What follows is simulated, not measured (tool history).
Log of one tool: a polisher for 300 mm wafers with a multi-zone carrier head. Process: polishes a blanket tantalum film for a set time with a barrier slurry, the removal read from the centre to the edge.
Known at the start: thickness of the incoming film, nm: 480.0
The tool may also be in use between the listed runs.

run,hour,flow of slurry (ml/min),pressure of the head's centre zone,pressure of the head's middle zone,pressure of the head's edge zone,abrasive content of the slurry,polishing time (s),film removed at the wafer's centre (nm),film removed at mid-radius (nm),film removed at the wafer's edge (nm)
1,0.0,245,1.00,1.00,1.00,1.00,65,114.340,117.970,120.880
2,0.7,245,1.02,1.01,0.95,0.85,55,100.170,96.891,95.949
3,5.8,245,1.02,1.06,0.95,0.85,55,99.279,101.660,98.072
4,8.7,250,1.00,1.05,0.91,0.75,48,80.177,84.715,80.255
5,10.3,260,1.01,1.04,0.88,0.65,45,75.976,76.927,71.075
6,19.0,265,1.00,1.02,0.86,0.60,44,71.311,72.944,68.009

The next listed run, before its measurement:
7,22.6,265,1.00,1.02,0.86,0.60,44,?,?,?

film removed at the wafer's centre (nm): 70.784
film removed at mid-radius (nm): 72.247
film removed at the wafer's edge (nm): 69.233
